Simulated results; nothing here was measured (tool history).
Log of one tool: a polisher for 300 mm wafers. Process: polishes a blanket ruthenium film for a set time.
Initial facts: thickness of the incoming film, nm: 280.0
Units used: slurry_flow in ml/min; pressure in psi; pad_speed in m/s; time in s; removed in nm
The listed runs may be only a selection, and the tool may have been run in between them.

run  hour  slurry_flow  pressure  pad_speed  time  removed
  1     0          235       1.5       0.84    41   34.875
  2   4.5          235       1.6       0.84    41   37.318
  3   6.2          275       1.6       0.84    41   38.071
  4   9.4          275       1.6       0.72    41   32.646
  5  14.1          275       1.7       0.74    41   35.627
  6    15          275       1.8       0.76    41   38.502
  7  22.1          275       1.9       0.78    41   40.783

Predict the results of run 8:
  8  29.9          275         2        0.8    41        ?

{"run 8": {"removed": 43.088}}

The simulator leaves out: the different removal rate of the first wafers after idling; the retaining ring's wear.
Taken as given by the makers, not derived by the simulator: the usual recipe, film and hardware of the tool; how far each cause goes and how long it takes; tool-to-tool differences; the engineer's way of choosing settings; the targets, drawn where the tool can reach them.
